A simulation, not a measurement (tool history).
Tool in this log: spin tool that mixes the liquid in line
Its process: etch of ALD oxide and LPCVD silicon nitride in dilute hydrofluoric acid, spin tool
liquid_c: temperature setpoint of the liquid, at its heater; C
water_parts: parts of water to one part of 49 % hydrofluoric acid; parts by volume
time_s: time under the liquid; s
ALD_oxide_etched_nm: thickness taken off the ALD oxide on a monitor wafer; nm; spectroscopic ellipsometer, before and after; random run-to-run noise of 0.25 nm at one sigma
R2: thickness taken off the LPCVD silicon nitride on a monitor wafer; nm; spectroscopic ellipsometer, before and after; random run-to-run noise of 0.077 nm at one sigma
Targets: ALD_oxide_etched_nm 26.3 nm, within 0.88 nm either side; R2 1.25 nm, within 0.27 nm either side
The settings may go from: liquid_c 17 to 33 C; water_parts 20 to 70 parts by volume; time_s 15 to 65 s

Run 1, hour 0: liquid_c 25 C, water_parts 40 parts by volume, time_s 35 s. Result: ALD_oxide_etched_nm 9.1823 nm, R2 0.59582 nm.
Run 2, hour 7.6: liquid_c 25.5 C, water_parts 35 parts by volume, time_s 35 s. Result: ALD_oxide_etched_nm 10.795 nm, R2 0.5772 nm.
Run 3, hour 8.6: liquid_c 25.5 C, water_parts 25 parts by volume, time_s 35 s. Result: ALD_oxide_etched_nm 15.601 nm, R2 0.7663 nm.
Run 4, hour 13.4: liquid_c 25.5 C, water_parts 25 parts by volume, time_s 30 s. Result: ALD_oxide_etched_nm 13.149 nm, R2 0.68031 nm.
Run 5, hour 21.8: liquid_c 26.5 C, water_parts 25 parts by volume, time_s 30 s. Result: ALD_oxide_etched_nm 13.741 nm, R2 0.75274 nm.
Run 6, hour 25.6: liquid_c 26.5 C, water_parts 30 parts by volume, time_s 30 s. Result: ALD_oxide_etched_nm 11.577 nm, R2 0.68514 nm.
Run 7, hour 33.9: liquid_c 26.5 C, water_parts 30 parts by volume, time_s 30 s. Result: ALD_oxide_etched_nm 11.422 nm, R2 0.64246 nm.
Run 8, hour 39.9: liquid_c 27 C, water_parts 30 parts by volume, time_s 30 s. Result: ALD_oxide_etched_nm 11.562 nm, R2 0.7206 nm.
Run 9, hour 43.2: liquid_c 27 C, water_parts 25 parts by volume, time_s 40 s. Result: ALD_oxide_etched_nm 18.807 nm, R2 1.2381 nm.
Run 10, hour 46.4: liquid_c 26.5 C, water_parts 25 parts by volume, time_s 40 s. Result: ALD_oxide_etched_nm 18.144 nm, R2 1.024 nm.
Run 11, hour 50.7: liquid_c 25.5 C, water_parts 20 parts by volume, time_s 45 s. Result: ALD_oxide_etched_nm 24.669 nm, R2 1.2628 nm.

5 next moves are on the table. One of them brings every result within its allowed miss. Which?
Run A, hour 55: liquid_c 24 C, water_parts 20 parts by volume, time_s 50 s. Result: ALD_oxide_etched_nm ?, R2 ?.
Run B, hour 55: liquid_c 32.5 C, water_parts 35 parts by volume, time_s 55 s. Result: ALD_oxide_etched_nm ?, R2 ?.
Run C, hour 55: liquid_c 28.5 C, water_parts 25 parts by volume, time_s 50 s. Result: ALD_oxide_etched_nm ?, R2 ?.
Run D, hour 55: liquid_c 30 C, water_parts 30 parts by volume, time_s 55 s. Result: ALD_oxide_etched_nm ?, R2 ?.
Run E, hour 55: liquid_c 25 C, water_parts 20 parts by volume, time_s 45 s. Result: ALD_oxide_etched_nm ?, R2 ?.

move  ALD_oxide_etched_nm      R2
   A               26.331  1.2589
   B               22.856  1.4154
   C               25.201  1.3764
   D               24.352  1.4003
   E               24.717  1.2131
A: hits every target within its allowed miss
B: misses by more than the last run did
C: closer than the last run, but not yet in spec
D: misses by more than the last run did
E: roughly where the last run was
The move that meets every target is A.
